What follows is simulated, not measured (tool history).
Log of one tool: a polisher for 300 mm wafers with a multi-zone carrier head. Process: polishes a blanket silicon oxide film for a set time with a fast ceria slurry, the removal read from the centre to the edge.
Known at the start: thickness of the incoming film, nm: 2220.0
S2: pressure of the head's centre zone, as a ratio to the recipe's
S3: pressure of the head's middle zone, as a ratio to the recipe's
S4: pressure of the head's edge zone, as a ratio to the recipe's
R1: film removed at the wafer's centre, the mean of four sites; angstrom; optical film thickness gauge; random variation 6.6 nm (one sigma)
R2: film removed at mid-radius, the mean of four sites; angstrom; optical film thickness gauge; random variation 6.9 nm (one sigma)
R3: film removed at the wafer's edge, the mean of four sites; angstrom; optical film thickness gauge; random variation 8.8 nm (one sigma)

{"run": 1, "hour": 0.0, "flow of slurry (ml/min)": 165, "S2": 1.0, "S3": 1.0, "S4": 1.0, "polishing time (s)": 53, "R1": 6655.5, "R2": 6624.1, "R3": 6718.6}
{"run": 2, "hour": 8.3, "flow of slurry (ml/min)": 175, "S2": 0.99, "S3": 1.01, "S4": 1.03, "polishing time (s)": 53, "R1": 6531.4, "R2": 6713.7, "R3": 6761.5}
{"run": 3, "hour": 14.1, "flow of slurry (ml/min)": 210, "S2": 0.99, "S3": 1.01, "S4": 1.03, "polishing time (s)": 53, "R1": 6904.0, "R2": 7022.8, "R3": 6752.3}
{"run": 4, "hour": 17.0, "flow of slurry (ml/min)": 205, "S2": 0.98, "S3": 1.02, "S4": 1.05, "polishing time (s)": 54, "R1": 6851.9, "R2": 7106.9, "R3": 7078.0}
{"run": 5, "hour": 22.0, "flow of slurry (ml/min)": 205, "S2": 0.98, "S3": 0.95, "S4": 1.05, "polishing time (s)": 54, "R1": 6881.6, "R2": 6696.5, "R3": 7081.8}
{"run": 6, "hour": 30.6, "flow of slurry (ml/min)": 205, "S2": 0.98, "S3": 0.95, "S4": 0.99, "polishing time (s)": 54, "R1": 6943.6, "R2": 6589.6, "R3": 6854.4}
{"run": 7, "hour": 39.1, "flow of slurry (ml/min)": 205, "S2": 0.97, "S3": 0.96, "S4": 1.01, "polishing time (s)": 55, "R1": 6986.1, "R2": 6892.2, "R3": 7200.2}
{"run": 8, "hour": 45.2, "flow of slurry (ml/min)": 210, "S2": 0.96, "S3": 0.97, "S4": 1.02, "polishing time (s)": 55, "R1": 6825.5, "R2": 6983.2, "R3": 7122.9}
{"run": 9, "hour": 52.9, "flow of slurry (ml/min)": 210, "S2": 0.96, "S3": 0.98, "S4": 1.04, "polishing time (s)": 56, "R1": 7034.6, "R2": 7245.8, "R3": 7285.5}
{"run": 10, "hour": 56.5, "flow of slurry (ml/min)": 210, "S2": 0.95, "S3": 0.98, "S4": 1.06, "polishing time (s)": 57, "R1": 7001.2, "R2": 7360.4, "R3": 7470.6}
{"run": 11, "hour": 57.9, "flow of slurry (ml/min)": 210, "S2": 0.95, "S3": 0.98, "S4": 1.06, "polishing time (s)": 57, "R1": 7118.2, "R2": 7263.7, "R3": 7438.8}
{"run": 12, "hour": 61.3, "flow of slurry (ml/min)": 210, "S2": 0.95, "S3": 0.98, "S4": 1.06, "polishing time (s)": 57, "R1": 7069.7, "R2": 7340.7, "R3": 7418.0}
{"run": 13, "hour": 65.8, "flow of slurry (ml/min)": 210, "S2": 0.94, "S3": 0.98, "S4": 1.07, "polishing time (s)": 58, "R1": 7023.2, "R2": 7365.8, "R3": 7823.2}

The next listed run, before its measurement:
{"run": 14, "hour": 74.7, "flow of slurry (ml/min)": 210, "S2": 0.94, "S3": 0.99, "S4": 1.07, "polishing time (s)": 58, "R1": "?", "R2": "?", "R3": "?"}

Run 14 gave R1 7148.1 angstrom, R2 7444.7 angstrom, R3 7630.1 angstrom.
